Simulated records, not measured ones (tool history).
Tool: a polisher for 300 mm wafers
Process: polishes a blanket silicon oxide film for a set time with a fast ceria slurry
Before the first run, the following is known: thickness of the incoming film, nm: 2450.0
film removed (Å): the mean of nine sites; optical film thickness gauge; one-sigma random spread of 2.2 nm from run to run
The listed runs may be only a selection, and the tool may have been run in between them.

run,hour,flow of slurry (ml/min),pressure of the wafer on the pad (kPa),speed of the pad under the wafer (cm/s),polishing time (s),film removed (Å)
1,0.0,275,12.4,108,25,2459.7
2,5.9,275,12.4,124,25,2759.2
3,9.0,275,12.4,98,25,2258.2
4,16.1,280,13.8,98,25,2438.2
5,24.3,280,15.2,98,25,2612.6
6,28.1,280,15.2,98,22,2312.7
# hour 35.5: worn pad replaced by a new one
7,35.5,300,18.6,100,22,3004.0
8,37.5,305,18.6,102,22,3074.3
9,40.7,310,18.6,102,22,3065.4

What does the tool deliver on the next run?
10,49.4,310,18.6,104,22,?

film removed (Å): 3152.9

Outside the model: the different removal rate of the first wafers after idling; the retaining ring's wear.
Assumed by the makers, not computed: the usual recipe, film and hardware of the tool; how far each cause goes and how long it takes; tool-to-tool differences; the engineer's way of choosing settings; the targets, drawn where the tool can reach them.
